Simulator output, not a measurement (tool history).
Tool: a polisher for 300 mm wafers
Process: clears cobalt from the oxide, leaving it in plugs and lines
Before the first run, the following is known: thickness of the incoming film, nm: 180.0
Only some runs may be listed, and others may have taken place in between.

run  hour  flow of slurry (ml/min)  pressure of the wafer on the pad (kPa)  speed of the pad under the wafer (m/s)  overpolish time after the end point (s)  time until the end point was called (s)  dishing of a wide line in a test structure (nm)
  1   0.0                      205                                    11.0                                    1.10                                       16                                   39.610                                           44.337
  2   4.8                      205                                     9.7                                    1.10                                       16                                   45.196                                           41.719
  3  12.8                      200                                     9.0                                    1.10                                       18                                   49.957                                           42.649
  4  13.6                      200                                     9.0                                    1.10                                       24                                   49.213                                           47.421
  5  18.5                      170                                     9.0                                    1.10                                       24                                   50.615                                           49.175
  6  26.8                      170                                     9.0                                    0.94                                       24                                   59.145                                           44.240
  7  29.5                      180                                     9.0                                    0.94                                       24                                   57.745                                           45.853

Run 8, settings as shown, results not yet in. Your forecast:
  8  30.9                      190                                     9.0                                    0.94                                       24                                        ?                                                ?

{"run 8": {"time until the end point was called (s)": 57.278, "dishing of a wide line in a test structure (nm)": 44.96}}
